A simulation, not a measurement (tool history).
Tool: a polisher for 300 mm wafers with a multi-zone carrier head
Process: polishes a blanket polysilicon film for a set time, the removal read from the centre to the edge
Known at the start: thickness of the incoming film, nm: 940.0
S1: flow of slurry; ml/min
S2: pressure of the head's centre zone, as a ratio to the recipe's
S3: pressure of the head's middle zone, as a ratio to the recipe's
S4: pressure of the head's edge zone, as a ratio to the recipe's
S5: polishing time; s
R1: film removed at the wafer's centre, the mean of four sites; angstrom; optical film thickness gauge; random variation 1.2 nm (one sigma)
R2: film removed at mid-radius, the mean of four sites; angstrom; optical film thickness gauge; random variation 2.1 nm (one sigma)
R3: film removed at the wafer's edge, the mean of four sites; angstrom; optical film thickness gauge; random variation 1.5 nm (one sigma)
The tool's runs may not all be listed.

run  hour   S1    S2    S3    S4  S5      R1      R2      R3
  1     0  245     1     1     1  39  3002.7  3059.6  2954.3
  2   1.8  245     1     1     1  34  2676.3  2635.8    2561
  3   5.1  285     1     1     1  34  2686.8  2666.1  2599.4
  4   6.5  285  0.95     1     1  34  2602.6  2701.4  2588.9
  5  13.6  275  0.92  0.97  0.97  31  2244.1  2365.9  2337.6
  6  20.2  275  0.92  1.02  0.97  31  2256.9  2478.8  2352.5
  7  26.8  280  0.92     1  0.94  29  2115.5  2249.7  2204.7
  8  28.6  235  0.92  0.97  0.84  24  1721.7  1807.6  1734.8

Forecast run 9:
  9  33.1  245  0.92  0.96  0.85  24   ?   ?   ?

{"run 9": {"R1": 1747.8, "R2": 1850.1, "R3": 1739.7}}
